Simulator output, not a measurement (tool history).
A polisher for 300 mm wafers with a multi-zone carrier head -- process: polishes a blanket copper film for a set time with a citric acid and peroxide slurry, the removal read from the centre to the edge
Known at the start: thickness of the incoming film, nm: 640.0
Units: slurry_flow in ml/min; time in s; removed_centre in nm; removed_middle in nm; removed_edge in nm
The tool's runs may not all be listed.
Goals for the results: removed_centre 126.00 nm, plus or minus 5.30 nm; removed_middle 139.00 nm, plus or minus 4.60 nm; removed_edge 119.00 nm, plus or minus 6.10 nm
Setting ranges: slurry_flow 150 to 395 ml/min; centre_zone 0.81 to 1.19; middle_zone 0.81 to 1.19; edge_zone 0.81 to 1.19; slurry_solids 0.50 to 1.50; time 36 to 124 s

Run 1, hour 0.0: slurry_flow 250 ml/min, centre_zone 1.00, middle_zone 1.00, edge_zone 1.00, slurry_solids 1.00, time 79 s. Result: removed_centre 180.85 nm, removed_middle 208.67 nm, removed_edge 206.19 nm.
Run 2, hour 2.3: slurry_flow 255 ml/min, centre_zone 1.01, middle_zone 1.01, edge_zone 0.97, slurry_solids 0.95, time 74 s. Result: removed_centre 163.34 nm, removed_middle 195.55 nm, removed_edge 181.89 nm.
Run 3, hour 8.8: slurry_flow 255 ml/min, centre_zone 1.03, middle_zone 0.99, edge_zone 0.95, slurry_solids 0.90, time 72 s. Result: removed_centre 163.90 nm, removed_middle 187.19 nm, removed_edge 175.46 nm.
Run 4, hour 14.3: slurry_flow 260 ml/min, centre_zone 1.04, middle_zone 0.98, edge_zone 0.93, slurry_solids 0.85, time 69 s. Result: removed_centre 157.14 nm, removed_middle 175.00 nm, removed_edge 169.36 nm.
Run 5, hour 15.9: slurry_flow 290 ml/min, centre_zone 1.04, middle_zone 0.98, edge_zone 0.93, slurry_solids 0.85, time 69 s. Result: removed_centre 160.79 nm, removed_middle 174.10 nm, removed_edge 169.32 nm.
Run 6, hour 19.8: slurry_flow 290 ml/min, centre_zone 1.04, middle_zone 0.98, edge_zone 0.93, slurry_solids 0.85, time 81 s. Result: removed_centre 189.93 nm, removed_middle 206.34 nm, removed_edge 198.79 nm.
Run 7, hour 21.4: slurry_flow 290 ml/min, centre_zone 1.05, middle_zone 0.99, edge_zone 0.91, slurry_solids 0.80, time 76 s. Result: removed_centre 174.98 nm, removed_middle 195.04 nm, removed_edge 179.88 nm.
Run 8, hour 26.6: slurry_flow 290 ml/min, centre_zone 1.06, middle_zone 0.99, edge_zone 0.90, slurry_solids 0.75, time 72 s. Result: removed_centre 169.60 nm, removed_middle 186.03 nm, removed_edge 169.16 nm.
Run 9, hour 35.3: slurry_flow 285 ml/min, centre_zone 1.06, middle_zone 0.99, edge_zone 0.89, slurry_solids 0.70, time 69 s. Result: removed_centre 159.47 nm, removed_middle 169.54 nm, removed_edge 156.76 nm.
Run 10, hour 42.1: slurry_flow 280 ml/min, centre_zone 1.05, middle_zone 1.00, edge_zone 0.88, slurry_solids 0.65, time 67 s. Result: removed_centre 148.41 nm, removed_middle 161.97 nm, removed_edge 149.50 nm.
Run 11, hour 46.2: slurry_flow 275 ml/min, centre_zone 1.05, middle_zone 1.01, edge_zone 0.87, slurry_solids 0.60, time 65 s. Result: removed_centre 145.76 nm, removed_middle 158.23 nm, removed_edge 144.42 nm.
Run 12, hour 48.3: slurry_flow 275 ml/min, centre_zone 1.05, middle_zone 1.02, edge_zone 0.86, slurry_solids 0.60, time 63 s. Result: removed_centre 137.53 nm, removed_middle 157.97 nm, removed_edge 135.12 nm.
Run 13, hour 56.8: slurry_flow 275 ml/min, centre_zone 1.05, middle_zone 1.02, edge_zone 0.86, slurry_solids 0.60, time 63 s. Result: removed_centre 138.54 nm, removed_middle 156.69 nm, removed_edge 140.34 nm.
Run 14, hour 58.8: slurry_flow 265 ml/min, centre_zone 1.10, middle_zone 1.04, edge_zone 0.81, slurry_solids 0.50, time 53 s. Result: removed_centre 120.05 nm, removed_middle 129.95 nm, removed_edge 110.65 nm.
Run 15, hour 67.3: slurry_flow 270 ml/min, centre_zone 1.10, middle_zone 1.04, edge_zone 0.82, slurry_solids 0.50, time 53 s. Result: removed_centre 118.51 nm, removed_middle 131.46 nm, removed_edge 113.99 nm.
Run 16, hour 72.5: slurry_flow 275 ml/min, centre_zone 1.11, middle_zone 1.04, edge_zone 0.82, slurry_solids 0.50, time 53 s. Result: removed_centre 122.35 nm, removed_middle 131.91 nm, removed_edge 109.39 nm.
Run 17, hour 78.3: slurry_flow 275 ml/min, centre_zone 1.11, middle_zone 1.04, edge_zone 0.83, slurry_solids 0.50, time 53 s. Result: removed_centre 120.37 nm, removed_middle 130.28 nm, removed_edge 111.06 nm.
At hour 85.4: centre zone pressure recalibrated.
Run 18, hour 85.4: slurry_flow 280 ml/min, centre_zone 1.11, middle_zone 1.04, edge_zone 0.83, slurry_solids 0.50, time 53 s. Result: removed_centre 133.17 nm, removed_middle 131.02 nm, removed_edge 116.48 nm.
Run 19, hour 91.1: slurry_flow 280 ml/min, centre_zone 1.10, middle_zone 1.05, edge_zone 0.83, slurry_solids 0.50, time 53 s. Result: removed_centre 130.32 nm, removed_middle 130.69 nm, removed_edge 116.61 nm.
Run 20, hour 92.2: slurry_flow 275 ml/min, centre_zone 1.10, middle_zone 1.05, edge_zone 0.83, slurry_solids 0.50, time 53 s. Result: removed_centre 135.78 nm, removed_middle 130.64 nm, removed_edge 111.59 nm.
Run 21, hour 97.6: slurry_flow 270 ml/min, centre_zone 1.09, middle_zone 1.05, edge_zone 0.83, slurry_solids 0.50, time 53 s. Result: removed_centre 132.47 nm, removed_middle 131.07 nm, removed_edge 113.45 nm.

Pick the move, out of 4, that brings all results within their allowed miss; only one does.
Run A, hour 103.0: slurry_flow 355 ml/min, centre_zone 1.16, middle_zone 1.09, edge_zone 0.81, slurry_solids 0.60, time 50 s. Result: removed_centre ?, removed_middle ?, removed_edge ?.
Run B, hour 103.0: slurry_flow 200 ml/min, centre_zone 1.07, middle_zone 1.12, edge_zone 0.91, slurry_solids 0.50, time 55 s. Result: removed_centre ?, removed_middle ?, removed_edge ?.
Run C, hour 103.0: slurry_flow 280 ml/min, centre_zone 1.08, middle_zone 1.01, edge_zone 0.82, slurry_solids 0.70, time 49 s. Result: removed_centre ?, removed_middle ?, removed_edge ?.
Run D, hour 103.0: slurry_flow 220 ml/min, centre_zone 1.01, middle_zone 1.01, edge_zone 0.86, slurry_solids 0.55, time 53 s. Result: removed_centre ?, removed_middle ?, removed_edge ?.

move  removed_centre  removed_middle  removed_edge
   A          140.32          134.48        110.24
   B          128.30          137.57        117.93
   C          127.87          123.84        109.56
   D          120.20          125.02        113.77
A: meets the target for the result that was furthest off, but another lies outside its allowed miss
B: meets every target
C: its largest miss is bigger than the last run's
D: its largest miss is bigger than the last run's
So the answer is move B, the one that meets all the targets.
